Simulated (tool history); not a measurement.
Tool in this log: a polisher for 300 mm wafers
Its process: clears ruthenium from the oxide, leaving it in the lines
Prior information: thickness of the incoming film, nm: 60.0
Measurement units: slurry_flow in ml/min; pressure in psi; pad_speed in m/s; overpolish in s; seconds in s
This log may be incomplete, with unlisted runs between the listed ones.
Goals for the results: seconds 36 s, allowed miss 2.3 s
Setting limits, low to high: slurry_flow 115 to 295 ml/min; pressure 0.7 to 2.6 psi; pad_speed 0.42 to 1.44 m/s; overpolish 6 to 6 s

run,hour,slurry_flow,pressure,pad_speed,overpolish,seconds
1,0,190,1.6,0.92,6,71.72
2,5.9,190,1.8,0.94,6,63.107
3,12.2,190,2,0.98,6,56.032
4,17.4,220,2,0.98,6,53.617
5,26.1,220,2.3,0.98,6,47.454
6,33.4,220,2.4,1.02,6,45.441
7,35.2,225,2.5,1.06,6,41.261
8,37.1,225,2.5,1.08,6,41.915
9,45.1,230,2.5,1.12,6,39.579

Exercise: of the 4 proposed moves below, exactly one satisfies all targets within the stated allowed misses. Which move is it?
A,53.1,295,2.6,1.38,6,?
B,53.1,270,2.6,1.44,6,?
C,53.1,240,2.6,1.4,6,?
D,53.1,235,2.6,1.16,6,?

move,seconds
A,32.314
B,31.472
C,32.524
D,37.716
A: carries the result that was furthest off beyond its target, to the other side
B: carries the result that was furthest off beyond its target, to the other side
C: carries the result that was furthest off beyond its target, to the other side
D: every result within its allowed miss
The right move is D.
